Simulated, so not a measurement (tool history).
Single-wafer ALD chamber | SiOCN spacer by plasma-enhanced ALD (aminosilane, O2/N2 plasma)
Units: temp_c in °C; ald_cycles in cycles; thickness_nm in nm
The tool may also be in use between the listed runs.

Run 1, hour 0.0: temp_c 400 °C, ald_cycles 42 cycles. Result: thickness_nm 2.6799 nm.
Run 2, hour 4.2: temp_c 400 °C, ald_cycles 36 cycles. Result: thickness_nm 2.2583 nm.
Run 3, hour 6.6: temp_c 400 °C, ald_cycles 39 cycles. Result: thickness_nm 2.4796 nm.
Run 4, hour 11.7: temp_c 400 °C, ald_cycles 35 cycles. Result: thickness_nm 2.2508 nm.
Run 5, hour 19.4: temp_c 392 °C, ald_cycles 35 cycles. Result: thickness_nm 2.2321 nm.
Run 6, hour 28.1: temp_c 400 °C, ald_cycles 35 cycles. Result: thickness_nm 2.2413 nm.

Run 7 comes next. What will it give?
Run 7, hour 31.0: temp_c 400 °C, ald_cycles 33 cycles. Result: thickness_nm ?.

thickness_nm: 2.0934 nm
